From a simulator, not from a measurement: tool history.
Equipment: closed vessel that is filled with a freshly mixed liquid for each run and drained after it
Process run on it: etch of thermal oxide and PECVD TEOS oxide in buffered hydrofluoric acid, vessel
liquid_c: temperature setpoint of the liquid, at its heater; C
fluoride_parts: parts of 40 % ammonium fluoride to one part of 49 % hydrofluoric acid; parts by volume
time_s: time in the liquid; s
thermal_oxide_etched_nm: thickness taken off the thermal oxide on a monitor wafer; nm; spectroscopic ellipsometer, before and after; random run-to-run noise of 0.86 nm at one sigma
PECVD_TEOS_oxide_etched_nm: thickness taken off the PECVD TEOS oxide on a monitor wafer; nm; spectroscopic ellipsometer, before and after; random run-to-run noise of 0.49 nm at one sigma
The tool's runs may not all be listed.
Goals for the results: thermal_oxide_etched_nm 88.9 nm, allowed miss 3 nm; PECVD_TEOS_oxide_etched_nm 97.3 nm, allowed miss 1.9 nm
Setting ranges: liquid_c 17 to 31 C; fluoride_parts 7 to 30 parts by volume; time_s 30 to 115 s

run 1 hour=0 | liquid_c=23 fluoride_parts=19 time_s=60 | thermal_oxide_etched_nm=37.356 PECVD_TEOS_oxide_etched_nm=40.196
run 2 hour=3.1 | liquid_c=23 fluoride_parts=14.5 time_s=60 | thermal_oxide_etched_nm=47.743 PECVD_TEOS_oxide_etched_nm=52.581
run 3 hour=8.4 | liquid_c=23 fluoride_parts=14.5 time_s=70 | thermal_oxide_etched_nm=55.583 PECVD_TEOS_oxide_etched_nm=60.863
run 4 hour=14.8 | liquid_c=21.5 fluoride_parts=14.5 time_s=70 | thermal_oxide_etched_nm=50.95 PECVD_TEOS_oxide_etched_nm=56.593
run 5 hour=16.7 | liquid_c=23.5 fluoride_parts=14.5 time_s=70 | thermal_oxide_etched_nm=56.09 PECVD_TEOS_oxide_etched_nm=62.386
run 6 hour=18.2 | liquid_c=22.5 fluoride_parts=14.5 time_s=70 | thermal_oxide_etched_nm=54.047 PECVD_TEOS_oxide_etched_nm=59.651
run 7 hour=20.8 | liquid_c=23.5 fluoride_parts=14.5 time_s=70 | thermal_oxide_etched_nm=56.592 PECVD_TEOS_oxide_etched_nm=62.728
run 8 hour=29.6 | liquid_c=27.5 fluoride_parts=13 time_s=70 | thermal_oxide_etched_nm=79.812 PECVD_TEOS_oxide_etched_nm=87.418
run 9 hour=38.2 | liquid_c=28.5 fluoride_parts=13 time_s=70 | thermal_oxide_etched_nm=83.749 PECVD_TEOS_oxide_etched_nm=91.277

Which one of the following 5 next-run settings gets every result inside its allowed miss? There is exactly one.
run A hour=46.8 | liquid_c=25.5 fluoride_parts=10 time_s=70 | thermal_oxide_etched_nm=? PECVD_TEOS_oxide_etched_nm=?
run B hour=46.8 | liquid_c=29.5 fluoride_parts=12 time_s=65 | thermal_oxide_etched_nm=? PECVD_TEOS_oxide_etched_nm=?
run C hour=46.8 | liquid_c=31 fluoride_parts=17 time_s=75 | thermal_oxide_etched_nm=? PECVD_TEOS_oxide_etched_nm=?
run D hour=46.8 | liquid_c=19.5 fluoride_parts=7 time_s=70 | thermal_oxide_etched_nm=? PECVD_TEOS_oxide_etched_nm=?
run E hour=46.8 | liquid_c=28.5 fluoride_parts=10.5 time_s=55 | thermal_oxide_etched_nm=? PECVD_TEOS_oxide_etched_nm=?

move=A thermal_oxide_etched_nm=93.537 PECVD_TEOS_oxide_etched_nm=100.76
move=B thermal_oxide_etched_nm=90.013 PECVD_TEOS_oxide_etched_nm=96.966
move=C thermal_oxide_etched_nm=79.902 PECVD_TEOS_oxide_etched_nm=86.074
move=D thermal_oxide_etched_nm=94.305 PECVD_TEOS_oxide_etched_nm=101.59
move=E thermal_oxide_etched_nm=82.284 PECVD_TEOS_oxide_etched_nm=88.64
A: pushes the last run's worst result past its target
B: in spec on every target
C: moves away from the targets compared with the last run
D: pushes the last run's worst result past its target
E: moves away from the targets compared with the last run
B is the move that brings every result within its allowed miss.

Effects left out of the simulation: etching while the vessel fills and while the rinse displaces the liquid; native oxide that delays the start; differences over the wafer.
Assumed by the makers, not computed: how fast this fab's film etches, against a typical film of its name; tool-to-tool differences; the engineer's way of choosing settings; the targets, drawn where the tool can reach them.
